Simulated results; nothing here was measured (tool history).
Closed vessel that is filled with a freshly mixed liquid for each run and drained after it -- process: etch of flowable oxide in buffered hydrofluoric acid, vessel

run	hour	temperature setpoint of the liquid (°C)	parts of 40 % ammonium fluoride to one part of 49 % hydrofluoric acid (parts by volume)	time in the liquid (s)	thickness taken off the flowable oxide on a monitor wafer (angstrom)
1	0	22	23.5	30	375.06
2	0.7	22.5	23.5	30	390.15
3	7.3	23	23.5	30	399.21
4	13.2	23.5	23.5	30	408.92
5	15.4	23.5	17	30	531.51
6	19.2	23.5	17	30	538.58

Forecast run 7:
7	23.8	23.5	17	30	?

Run 7 produced thickness taken off the flowable oxide on a monitor wafer (angstrom) 542.13.
